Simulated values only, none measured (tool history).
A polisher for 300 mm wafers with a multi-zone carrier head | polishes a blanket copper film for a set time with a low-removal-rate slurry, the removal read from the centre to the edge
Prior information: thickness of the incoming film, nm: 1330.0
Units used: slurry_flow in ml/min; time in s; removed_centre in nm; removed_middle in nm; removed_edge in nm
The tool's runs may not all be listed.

{"run": 1, "hour": 0.0, "slurry_flow": 170, "centre_zone": 1.0, "middle_zone": 1.0, "edge_zone": 1.0, "slurry_solids": 1.0, "time": 73, "removed_centre": 284.7, "removed_middle": 288.55, "removed_edge": 290.58}
{"run": 2, "hour": 6.8, "slurry_flow": 185, "centre_zone": 0.99, "middle_zone": 1.03, "edge_zone": 1.05, "slurry_solids": 1.1, "time": 73, "removed_centre": 285.21, "removed_middle": 305.27, "removed_edge": 302.56}
{"run": 3, "hour": 13.4, "slurry_flow": 195, "centre_zone": 0.99, "middle_zone": 1.04, "edge_zone": 1.08, "slurry_solids": 1.2, "time": 74, "removed_centre": 308.03, "removed_middle": 322.84, "removed_edge": 321.83}
{"run": 4, "hour": 19.0, "slurry_flow": 205, "centre_zone": 0.97, "middle_zone": 1.06, "edge_zone": 1.11, "slurry_solids": 1.25, "time": 74, "removed_centre": 303.73, "removed_middle": 333.49, "removed_edge": 330.27}
{"run": 5, "hour": 22.6, "slurry_flow": 205, "centre_zone": 0.97, "middle_zone": 1.06, "edge_zone": 1.11, "slurry_solids": 1.15, "time": 74, "removed_centre": 289.67, "removed_middle": 326.42, "removed_edge": 325.87}
{"run": 6, "hour": 30.3, "slurry_flow": 215, "centre_zone": 0.98, "middle_zone": 1.08, "edge_zone": 1.13, "slurry_solids": 1.2, "time": 74, "removed_centre": 304.55, "removed_middle": 331.77, "removed_edge": 331.89}
{"run": 7, "hour": 38.0, "slurry_flow": 220, "centre_zone": 0.97, "middle_zone": 1.1, "edge_zone": 1.15, "slurry_solids": 1.25, "time": 74, "removed_centre": 300.28, "removed_middle": 345.25, "removed_edge": 337.4}
{"run": 8, "hour": 39.4, "slurry_flow": 225, "centre_zone": 0.97, "middle_zone": 1.1, "edge_zone": 1.16, "slurry_solids": 1.3, "time": 74, "removed_centre": 312.31, "removed_middle": 348.06, "removed_edge": 340.4}

Predict the results of run 9:
{"run": 9, "hour": 46.7, "slurry_flow": 230, "centre_zone": 0.96, "middle_zone": 1.1, "edge_zone": 1.17, "slurry_solids": 1.3, "time": 74, "removed_centre": "?", "removed_middle": "?", "removed_edge": "?"}

For run 9 the tool returned removed_centre 309.48 nm, removed_middle 346.20 nm, removed_edge 340.92 nm.

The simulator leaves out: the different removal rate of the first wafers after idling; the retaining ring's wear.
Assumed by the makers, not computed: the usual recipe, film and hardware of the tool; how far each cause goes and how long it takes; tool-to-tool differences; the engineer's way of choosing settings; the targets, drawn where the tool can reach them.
